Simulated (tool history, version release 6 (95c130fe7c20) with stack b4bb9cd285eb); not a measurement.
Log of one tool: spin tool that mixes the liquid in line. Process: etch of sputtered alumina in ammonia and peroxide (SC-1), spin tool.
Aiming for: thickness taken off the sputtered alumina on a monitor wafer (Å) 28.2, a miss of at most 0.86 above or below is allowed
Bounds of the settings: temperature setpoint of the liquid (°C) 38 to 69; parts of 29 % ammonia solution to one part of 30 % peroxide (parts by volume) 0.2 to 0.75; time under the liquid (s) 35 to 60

run  hour  temperature setpoint of the liquid (°C)  parts of 29 % ammonia solution to one part of 30 % peroxide (parts by volume)  time under the liquid (s)  thickness taken off the sputtered alumina on a monitor wafer (Å)
  1     0                                       53                                                                           0.45                         60                                                            19.119
  2   6.9                                       53                                                                           0.45                         60                                                            18.872
  3   7.6                                       55                                                                           0.45                         60                                                            21.048
  4  10.1                                       55                                                                            0.4                         60                                                            21.373
  5  14.9                                       55                                                                            0.4                         35                                                            12.156
  6  23.9                                       55                                                                           0.35                         35                                                            12.023
  7  25.1                                     58.5                                                                           0.35                         35                                                            14.386
  8  33.9                                       61                                                                            0.4                         35                                                            16.746

4 candidate next runs follow, results not yet known. Just one meets every target within its allowed miss. Identify it.
  A  42.7                                       56                                                                            0.4                         55                                                                 ?
  B  42.7                                     68.5                                                                           0.45                         55                                                                 ?
  C  42.7                                       61                                                                           0.35                         60                                                                 ?
  D  42.7                                       65                                                                           0.35                         40                                                                 ?

move  thickness taken off the sputtered alumina on a monitor wafer (Å)
   A                                                             19.89
   B                                                            37.849
   C                                                            27.771
   D                                                            22.641
A: gains on the last run, yet a result remains outside its allowed miss
B: pushes the last run's worst result past its target
C: every result lands within tolerance
D: gains on the last run, yet a result remains outside its allowed miss
C meets every target.
